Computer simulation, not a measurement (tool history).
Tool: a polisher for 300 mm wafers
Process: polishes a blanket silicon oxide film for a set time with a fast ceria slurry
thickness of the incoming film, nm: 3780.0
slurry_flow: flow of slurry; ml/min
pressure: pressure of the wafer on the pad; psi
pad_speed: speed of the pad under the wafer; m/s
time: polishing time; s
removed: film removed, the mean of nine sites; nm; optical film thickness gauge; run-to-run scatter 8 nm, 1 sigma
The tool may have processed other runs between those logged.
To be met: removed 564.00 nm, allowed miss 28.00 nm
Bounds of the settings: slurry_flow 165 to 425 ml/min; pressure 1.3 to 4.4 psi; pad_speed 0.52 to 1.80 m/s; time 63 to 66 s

Run 1, hour 0.0: slurry_flow 275 ml/min, pressure 2.8 psi, pad_speed 1.16 m/s, time 63 s. Result: removed 1236.70 nm.
Run 2, hour 4.1: slurry_flow 275 ml/min, pressure 2.8 psi, pad_speed 1.44 m/s, time 63 s. Result: removed 1535.70 nm.
Run 3, hour 5.9: slurry_flow 275 ml/min, pressure 2.8 psi, pad_speed 1.44 m/s, time 63 s. Result: removed 1519.00 nm.
Run 4, hour 12.3: slurry_flow 270 ml/min, pressure 2.4 psi, pad_speed 1.28 m/s, time 63 s. Result: removed 1201.90 nm.
Run 5, hour 14.3: slurry_flow 325 ml/min, pressure 2.4 psi, pad_speed 1.28 m/s, time 63 s. Result: removed 1217.70 nm.
Run 6, hour 21.7: slurry_flow 325 ml/min, pressure 2.4 psi, pad_speed 1.28 m/s, time 63 s. Result: removed 1239.80 nm.
Run 7, hour 25.0: slurry_flow 310 ml/min, pressure 1.6 psi, pad_speed 0.96 m/s, time 63 s. Result: removed 683.86 nm.
Run 8, hour 28.2: slurry_flow 310 ml/min, pressure 1.5 psi, pad_speed 0.94 m/s, time 63 s. Result: removed 642.23 nm.
Run 9, hour 34.7: slurry_flow 310 ml/min, pressure 1.4 psi, pad_speed 0.92 m/s, time 63 s. Result: removed 614.10 nm.
Run 10, hour 39.5: slurry_flow 310 ml/min, pressure 1.3 psi, pad_speed 0.84 m/s, time 63 s. Result: removed 528.01 nm.

Exactly one of the 4 candidate moves below puts every result within its allowed miss. Which one?
Run A, hour 44.3: slurry_flow 290 ml/min, pressure 1.5 psi, pad_speed 0.78 m/s, time 66 s. Result: removed ?.
Run B, hour 44.3: slurry_flow 270 ml/min, pressure 1.4 psi, pad_speed 0.92 m/s, time 64 s. Result: removed ?.
Run C, hour 44.3: slurry_flow 285 ml/min, pressure 1.4 psi, pad_speed 0.92 m/s, time 64 s. Result: removed ?.
Run D, hour 44.3: slurry_flow 275 ml/min, pressure 1.3 psi, pad_speed 0.80 m/s, time 63 s. Result: removed ?.

move  removed
   A   564.42
   B   609.14
   C   612.24
   D   501.26
A: every result within its allowed miss
B: carries the result that was furthest off beyond its target, to the other side
C: carries the result that was furthest off beyond its target, to the other side
D: moves away from the targets compared with the last run
The right move is A.

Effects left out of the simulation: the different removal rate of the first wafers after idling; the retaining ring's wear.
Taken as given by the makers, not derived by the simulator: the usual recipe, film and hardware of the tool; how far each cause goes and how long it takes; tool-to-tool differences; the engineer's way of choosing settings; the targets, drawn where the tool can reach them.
